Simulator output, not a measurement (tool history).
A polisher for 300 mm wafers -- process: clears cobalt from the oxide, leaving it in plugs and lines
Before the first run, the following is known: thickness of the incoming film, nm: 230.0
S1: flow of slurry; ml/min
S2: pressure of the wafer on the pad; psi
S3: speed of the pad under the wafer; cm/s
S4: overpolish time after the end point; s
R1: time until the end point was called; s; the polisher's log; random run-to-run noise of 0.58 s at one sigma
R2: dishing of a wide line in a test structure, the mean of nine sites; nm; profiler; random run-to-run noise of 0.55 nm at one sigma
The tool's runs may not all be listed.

run,hour,S1,S2,S3,S4,R1,R2
1,0.0,160,1.2,118,22,80.342,43.798
2,6.5,160,1.2,144,22,66.892,48.131
3,7.7,160,1.2,116,22,82.206,43.795
4,13.0,160,1.2,116,26,81.941,46.944
5,18.9,170,1.3,116,25,74.445,48.105
# hour 23.0: head pressure recalibrated
6,23.0,170,1.1,116,25,81.032,46.518
7,31.5,190,1.2,116,25,74.397,48.482
8,37.7,205,1.3,116,24,68.829,48.100
9,46.4,215,1.3,116,24,66.831,48.906

What does the tool deliver on the next run?
10,47.0,220,1.3,116,24,?,?

R1: 68.011 s
R2: 48.997 nm

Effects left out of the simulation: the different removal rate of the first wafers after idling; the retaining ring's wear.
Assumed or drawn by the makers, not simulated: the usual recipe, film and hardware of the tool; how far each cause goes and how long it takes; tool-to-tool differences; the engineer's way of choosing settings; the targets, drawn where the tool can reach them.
